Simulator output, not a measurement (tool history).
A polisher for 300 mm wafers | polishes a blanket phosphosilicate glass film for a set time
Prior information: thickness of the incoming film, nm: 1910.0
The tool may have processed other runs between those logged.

run	hour	flow of slurry (ml/min)	pressure of the wafer on the pad (psi)	speed of the pad under the wafer (m/s)	abrasive content of the slurry	polishing time (s)	film removed (angstrom)
1	0	280	3.2	0.86	1	54	3853.7
2	5.6	280	3.2	0.86	1	54	3910.9
3	6.6	220	3.2	0.86	1	54	3764.4
4	8.6	220	3.7	0.86	1	54	4266.6
5	15.8	170	3.7	0.86	1	54	4215.7
6	22.9	170	3.7	0.86	1	56	4227.3
7	23.8	170	3.7	0.86	1	56	4295.2
8	24.7	170	3.3	0.8	1	56	3686.2

Run 9 is up next; what results do you expect?
9	32.4	170	3	0.76	1	56	?

film removed (angstrom): 3252.4
